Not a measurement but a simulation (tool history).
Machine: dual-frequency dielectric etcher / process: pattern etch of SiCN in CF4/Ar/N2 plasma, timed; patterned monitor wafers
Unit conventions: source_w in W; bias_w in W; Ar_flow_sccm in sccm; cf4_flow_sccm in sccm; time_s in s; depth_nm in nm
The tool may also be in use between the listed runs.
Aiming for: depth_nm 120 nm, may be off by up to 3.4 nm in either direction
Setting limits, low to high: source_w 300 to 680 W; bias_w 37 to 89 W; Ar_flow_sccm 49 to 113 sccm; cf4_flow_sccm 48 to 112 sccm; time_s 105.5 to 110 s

Run 1, day 0: source_w 490 W, bias_w 63 W, Ar_flow_sccm 81 sccm, cf4_flow_sccm 80 sccm, time_s 105.5 s. Result: depth_nm 96.71 nm.
Run 2, day 0.162: source_w 490 W, bias_w 69 W, Ar_flow_sccm 81 sccm, cf4_flow_sccm 80 sccm, time_s 105.5 s. Result: depth_nm 99.506 nm.
Run 3, day 0.538: source_w 490 W, bias_w 69 W, Ar_flow_sccm 88 sccm, cf4_flow_sccm 80 sccm, time_s 105.5 s. Result: depth_nm 97.748 nm.
Run 4, day 0.738: source_w 510 W, bias_w 69 W, Ar_flow_sccm 88 sccm, cf4_flow_sccm 80 sccm, time_s 105.5 s. Result: depth_nm 101.6 nm.
Run 5, day 1.083: source_w 530 W, bias_w 69 W, Ar_flow_sccm 88 sccm, cf4_flow_sccm 80 sccm, time_s 105.5 s. Result: depth_nm 104.56 nm.
Run 6, day 1.2: source_w 530 W, bias_w 69 W, Ar_flow_sccm 88 sccm, cf4_flow_sccm 90 sccm, time_s 105.5 s. Result: depth_nm 106.23 nm.
Run 7, day 1.512: source_w 540 W, bias_w 69 W, Ar_flow_sccm 88 sccm, cf4_flow_sccm 90 sccm, time_s 105.5 s. Result: depth_nm 107.48 nm.
Run 8, day 1.688: source_w 550 W, bias_w 69 W, Ar_flow_sccm 88 sccm, cf4_flow_sccm 90 sccm, time_s 105.5 s. Result: depth_nm 109.61 nm.
Run 9, day 1.808: source_w 560 W, bias_w 69 W, Ar_flow_sccm 88 sccm, cf4_flow_sccm 90 sccm, time_s 105.5 s. Result: depth_nm 111.17 nm.
Run 10, day 1.904: source_w 570 W, bias_w 69 W, Ar_flow_sccm 88 sccm, cf4_flow_sccm 90 sccm, time_s 105.5 s. Result: depth_nm 112.47 nm.
Run 11, day 1.971: source_w 580 W, bias_w 69 W, Ar_flow_sccm 88 sccm, cf4_flow_sccm 90 sccm, time_s 105.5 s. Result: depth_nm 114.52 nm.
Run 12, day 2.238: source_w 590 W, bias_w 69 W, Ar_flow_sccm 88 sccm, cf4_flow_sccm 90 sccm, time_s 105.5 s. Result: depth_nm 115.54 nm.

Pick the move, out of 5, that brings all results within their allowed miss; only one does.
Run A, day 2.504: source_w 610 W, bias_w 75 W, Ar_flow_sccm 101 sccm, cf4_flow_sccm 97 sccm, time_s 110 s. Result: depth_nm ?.
Run B, day 2.504: source_w 620 W, bias_w 53 W, Ar_flow_sccm 106 sccm, cf4_flow_sccm 85 sccm, time_s 107 s. Result: depth_nm ?.
Run C, day 2.504: source_w 590 W, bias_w 68 W, Ar_flow_sccm 93 sccm, cf4_flow_sccm 62 sccm, time_s 105.5 s. Result: depth_nm ?.
Run D, day 2.504: source_w 610 W, bias_w 83 W, Ar_flow_sccm 96 sccm, cf4_flow_sccm 101 sccm, time_s 108 s. Result: depth_nm ?.
Run E, day 2.504: source_w 600 W, bias_w 81 W, Ar_flow_sccm 113 sccm, cf4_flow_sccm 76 sccm, time_s 108.5 s. Result: depth_nm ?.

move  depth_nm
   A    125.38
   B    107.11
   C    108.66
   D    129.25
   E    119.02
A: takes the result that was furthest off past its target
B: further off than the last run
C: further off than the last run
D: takes the result that was furthest off past its target
E: all results land within tolerance of their targets
Correct choice: E, which meets every target
